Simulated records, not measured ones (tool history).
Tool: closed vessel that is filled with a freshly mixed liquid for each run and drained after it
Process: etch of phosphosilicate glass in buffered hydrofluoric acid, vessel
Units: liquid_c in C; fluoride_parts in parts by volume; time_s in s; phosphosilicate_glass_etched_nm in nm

run,hour,liquid_c,fluoride_parts,time_s,phosphosilicate_glass_etched_nm
1,0,22,11,30,130.69
2,2.1,22,11,30,130.61
3,5.9,24.5,9.5,30,167.78
4,8.1,26,8.5,30,203.77
5,11.1,27,8,30,227.3
6,16.6,23.5,8,30,187.35
7,25.1,27.5,5.5,30,329.5

Forecast run 8:
8,27.7,27,5.5,30,?

phosphosilicate_glass_etched_nm: 320.35 nm
